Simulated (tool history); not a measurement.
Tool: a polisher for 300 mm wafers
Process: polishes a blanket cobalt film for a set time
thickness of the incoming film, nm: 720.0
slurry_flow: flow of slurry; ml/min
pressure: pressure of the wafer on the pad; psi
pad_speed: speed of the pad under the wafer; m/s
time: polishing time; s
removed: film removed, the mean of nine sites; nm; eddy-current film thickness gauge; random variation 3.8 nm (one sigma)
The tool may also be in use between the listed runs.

run	hour	slurry_flow	pressure	pad_speed	time	removed
1	0	285	1.7	1.26	68	343.16
2	8.7	285	2.1	1.26	68	429.71
3	10.5	285	2.1	1.26	71	455.03
4	19.2	285	1.9	1.26	71	409.01
5	21.9	285	1.9	1.26	71	405.31
6	26.6	285	1.9	1.52	71	477.7

The next listed run, before its measurement:
7	31.2	285	1.7	1.5	71	?

removed: 428.96 nm

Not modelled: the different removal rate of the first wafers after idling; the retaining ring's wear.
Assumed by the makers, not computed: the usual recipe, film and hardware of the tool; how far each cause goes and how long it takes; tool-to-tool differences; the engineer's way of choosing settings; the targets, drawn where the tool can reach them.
